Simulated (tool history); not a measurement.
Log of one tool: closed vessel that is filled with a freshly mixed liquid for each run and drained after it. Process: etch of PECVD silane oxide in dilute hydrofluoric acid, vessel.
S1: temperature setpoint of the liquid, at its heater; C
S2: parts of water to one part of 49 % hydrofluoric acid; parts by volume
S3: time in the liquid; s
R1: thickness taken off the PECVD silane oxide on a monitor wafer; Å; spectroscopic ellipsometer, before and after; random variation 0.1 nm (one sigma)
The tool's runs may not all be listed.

run    day    S1   S2   S3      R1
  1  0.000  22.0  285  345  223.34
  2  0.058  21.5  300  345  205.46
  3  0.271  21.0  315  345  188.74
  4  0.433  20.5  325  345  174.84
  5  0.579  18.0  325  345  161.66
  6  0.712  18.0  245  345  233.39
  7  1.033  17.0  355  345  138.39

Run 8 comes next. What will it give?
  8  1.304  17.0  360  345   ?

{"run 8": {"R1": 135.93}}
